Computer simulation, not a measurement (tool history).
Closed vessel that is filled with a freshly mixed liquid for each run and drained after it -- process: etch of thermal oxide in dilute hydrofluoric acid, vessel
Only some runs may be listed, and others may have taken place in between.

run,day,temperature setpoint of the liquid (C),parts of water to one part of 49 % hydrofluoric acid (parts by volume),time in the liquid (s),thickness taken off the thermal oxide on a monitor wafer (nm)
1,0.000,23.0,130,1065,39.535
2,0.325,23.0,130,1150,42.757
3,0.646,23.0,115,1150,48.713
4,0.983,23.0,145,1150,37.673
5,1.129,24.0,130,1150,44.717
6,1.392,25.0,120,1150,51.264
7,1.538,26.0,110,1150,58.869
8,1.858,26.5,105,1150,63.353
9,2.096,27.0,100,1150,67.214
10,2.362,31.0,55,1150,154.050

What will run 11 give?
11,2.696,27.0,55,1150,?

thickness taken off the thermal oxide on a monitor wafer (nm): 130.910
